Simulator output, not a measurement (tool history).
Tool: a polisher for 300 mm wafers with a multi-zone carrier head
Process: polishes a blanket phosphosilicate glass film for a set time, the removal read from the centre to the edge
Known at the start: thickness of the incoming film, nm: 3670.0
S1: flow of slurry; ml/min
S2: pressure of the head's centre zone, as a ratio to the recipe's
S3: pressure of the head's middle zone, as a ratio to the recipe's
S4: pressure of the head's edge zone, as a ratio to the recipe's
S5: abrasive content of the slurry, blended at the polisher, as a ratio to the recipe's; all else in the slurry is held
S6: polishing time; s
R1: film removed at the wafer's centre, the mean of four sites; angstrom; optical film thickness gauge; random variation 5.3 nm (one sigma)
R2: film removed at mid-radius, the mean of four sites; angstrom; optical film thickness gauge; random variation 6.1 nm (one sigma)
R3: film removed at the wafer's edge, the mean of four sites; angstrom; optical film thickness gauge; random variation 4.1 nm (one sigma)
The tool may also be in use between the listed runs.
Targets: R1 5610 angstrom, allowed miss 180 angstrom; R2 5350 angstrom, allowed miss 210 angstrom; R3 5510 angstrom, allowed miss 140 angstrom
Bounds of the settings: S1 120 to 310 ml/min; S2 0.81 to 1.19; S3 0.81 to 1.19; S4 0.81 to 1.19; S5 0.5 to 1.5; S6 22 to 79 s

run 1 hour=0 | S1=200 S2=1 S3=1 S4=1 S5=1 S6=50 | R1=6075 R2=6171.6 R3=6195.3
run 2 hour=1.6 | S1=200 S2=1 S3=1 S4=1 S5=1.2 S6=50 | R1=6630.5 R2=6551.4 R3=6572.1
run 3 hour=2.5 | S1=200 S2=1 S3=1 S4=1 S5=1.2 S6=40 | R1=5302.3 R2=5308.9 R3=5304.3
run 4 hour=4 | S1=200 S2=1 S3=1 S4=0.94 S5=1.2 S6=40 | R1=5363.6 R2=5281 R3=5164.3
run 5 hour=4.8 | S1=200 S2=1 S3=1 S4=0.94 S5=1.2 S6=45 | R1=5927.2 R2=5940.1 R3=5831.2
run 6 hour=10.9 | S1=190 S2=1 S3=0.98 S4=0.93 S5=1.2 S6=45 | R1=5864.8 R2=5847.4 R3=5684.2
run 7 hour=12.9 | S1=155 S2=0.99 S3=0.89 S4=0.96 S5=1.2 S6=45 | R1=5630.7 R2=5139.9 R3=5638.9
run 8 hour=14.5 | S1=155 S2=0.99 S3=0.9 S4=0.95 S5=1.2 S6=45 | R1=5691.9 R2=5248.9 R3=5686.6

Which of these 5 next moves meets every target?
run A hour=16.1 | S1=125 S2=1.01 S3=0.94 S4=0.94 S5=1.2 S6=47 | R1=? R2=? R3=?
run B hour=16.1 | S1=160 S2=0.99 S3=0.94 S4=0.92 S5=1 S6=47 | R1=? R2=? R3=?
run C hour=16.1 | S1=170 S2=1.08 S3=0.92 S4=0.91 S5=1.15 S6=45 | R1=? R2=? R3=?
run D hour=16.1 | S1=190 S2=1.09 S3=1.04 S4=0.82 S5=1.15 S6=43 | R1=? R2=? R3=?
run E hour=16.1 | S1=175 S2=0.99 S3=1.07 S4=0.81 S5=1 S6=46 | R1=? R2=? R3=?

move=A R1=5739 R2=5482.8 R3=5722.6
move=B R1=5532.8 R2=5355.2 R3=5474.5
move=C R1=6063.9 R2=5323.4 R3=5503.8
move=D R1=5945.4 R2=5723.6 R3=5064.9
move=E R1=5496.3 R2=5921.2 R3=5097.1
A: further off than the last run
B: meets every target
C: brings the result that was furthest off to its target, and leaves another outside
D: takes the result that was furthest off past its target
E: takes the result that was furthest off past its target
Move B is the one to make.
